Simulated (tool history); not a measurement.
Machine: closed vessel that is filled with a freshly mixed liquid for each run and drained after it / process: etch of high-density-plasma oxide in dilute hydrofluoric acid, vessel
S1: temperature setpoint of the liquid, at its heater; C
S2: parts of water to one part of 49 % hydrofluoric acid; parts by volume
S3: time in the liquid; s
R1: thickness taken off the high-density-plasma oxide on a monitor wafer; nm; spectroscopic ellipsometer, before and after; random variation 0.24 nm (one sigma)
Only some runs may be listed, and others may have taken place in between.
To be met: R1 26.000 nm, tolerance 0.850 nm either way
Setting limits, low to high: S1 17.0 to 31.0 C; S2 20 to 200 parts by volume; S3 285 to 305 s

run  hour    S1   S2   S3      R1
  1   0.0  23.0  110  285  16.850
  2   6.0  23.0  110  305  18.331
  3  15.3  19.5  110  305  15.590
  4  19.1  21.0  110  305  16.383
  5  28.3  22.5  110  305  17.935
     35.5  -- hydrofluoric acid flow meter replaced
  6  35.5  22.5  110  285  17.513
  7  36.8  23.5  110  285  18.448
  8  44.2  24.5  110  285  19.276
  9  47.9  25.5  110  285  20.302
 10  50.1  26.0  110  285  20.461
 11  59.3  26.5  110  285  20.854

Exactly one of the 5 candidate moves below puts every result within its allowed miss. Which one?
  A  68.5  25.0   85  285   ?
  B  68.5  26.0   95  285   ?
  C  68.5  25.0   95  295   ?
  D  68.5  28.5  110  305   ?
  E  68.5  25.5  100  305   ?

move      R1
   A  26.450
   B  24.300
   C  24.185
   D  24.236
   E  24.072
A: all results in spec
B: an improvement on the last run, though not all results are within tolerance
C: an improvement on the last run, though not all results are within tolerance
D: an improvement on the last run, though not all results are within tolerance
E: an improvement on the last run, though not all results are within tolerance
Answer: A

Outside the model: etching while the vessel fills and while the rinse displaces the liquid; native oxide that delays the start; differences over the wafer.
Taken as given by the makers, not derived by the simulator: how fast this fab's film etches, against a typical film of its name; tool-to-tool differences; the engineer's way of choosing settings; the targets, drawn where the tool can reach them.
